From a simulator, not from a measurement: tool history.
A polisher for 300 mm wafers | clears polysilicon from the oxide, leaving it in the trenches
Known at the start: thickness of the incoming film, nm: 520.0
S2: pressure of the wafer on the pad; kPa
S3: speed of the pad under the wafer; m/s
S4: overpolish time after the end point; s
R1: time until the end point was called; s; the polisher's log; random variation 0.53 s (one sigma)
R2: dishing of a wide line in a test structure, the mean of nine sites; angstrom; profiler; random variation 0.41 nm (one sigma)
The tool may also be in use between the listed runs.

Run 1, hour 0: flow of slurry (ml/min) 260, S2 12.4 kPa, S3 1.22 m/s, S4 11 s. Result: R1 43.23 s, R2 435.03 angstrom.
Run 2, hour 2.5: flow of slurry (ml/min) 260, S2 12.4 kPa, S3 1.22 m/s, S4 10 s. Result: R1 43.339 s, R2 436.63 angstrom.
Run 3, hour 3.7: flow of slurry (ml/min) 260, S2 11 kPa, S3 1.22 m/s, S4 10 s. Result: R1 48.524 s, R2 426.95 angstrom.
Run 4, hour 4.9: flow of slurry (ml/min) 260, S2 9.7 kPa, S3 1.22 m/s, S4 10 s. Result: R1 55.942 s, R2 403.3 angstrom.
Run 5, hour 6.1: flow of slurry (ml/min) 260, S2 9.7 kPa, S3 1.22 m/s, S4 14 s. Result: R1 54.069 s, R2 432.8 angstrom.
Run 6, hour 6.9: flow of slurry (ml/min) 260, S2 9.7 kPa, S3 1.24 m/s, S4 12 s. Result: R1 53.716 s, R2 423.07 angstrom.
Run 7, hour 11.5: flow of slurry (ml/min) 265, S2 9.7 kPa, S3 1.24 m/s, S4 10 s. Result: R1 52.779 s, R2 409.55 angstrom.
Run 8, hour 17.5: flow of slurry (ml/min) 290, S2 9 kPa, S3 1.26 m/s, S4 9 s. Result: R1 57.51 s, R2 378.18 angstrom.
Run 9, hour 22.6: flow of slurry (ml/min) 300, S2 9.7 kPa, S3 1.26 m/s, S4 8 s. Result: R1 53.199 s, R2 365.81 angstrom.
Run 10, hour 26.9: flow of slurry (ml/min) 305, S2 9.7 kPa, S3 1.26 m/s, S4 8 s. Result: R1 52.502 s, R2 371.36 angstrom.
Run 11, hour 31.9: flow of slurry (ml/min) 315, S2 9.7 kPa, S3 1.26 m/s, S4 8 s. Result: R1 52.235 s, R2 377.83 angstrom.
Run 12, hour 40.5: flow of slurry (ml/min) 320, S2 9.7 kPa, S3 1.26 m/s, S4 7 s. Result: R1 53.016 s, R2 353.53 angstrom.
Run 13, hour 43.2: flow of slurry (ml/min) 325, S2 11.7 kPa, S3 1.28 m/s, S4 5 s. Result: R1 42.657 s, R2 321.33 angstrom.

Run 14 comes next. What will it give?
Run 14, hour 49.3: flow of slurry (ml/min) 320, S2 11.7 kPa, S3 1.28 m/s, S4 5 s. Result: R1 ?, R2 ?.

{"run 14": {"R1": 42.364, "R2": 331.82}}

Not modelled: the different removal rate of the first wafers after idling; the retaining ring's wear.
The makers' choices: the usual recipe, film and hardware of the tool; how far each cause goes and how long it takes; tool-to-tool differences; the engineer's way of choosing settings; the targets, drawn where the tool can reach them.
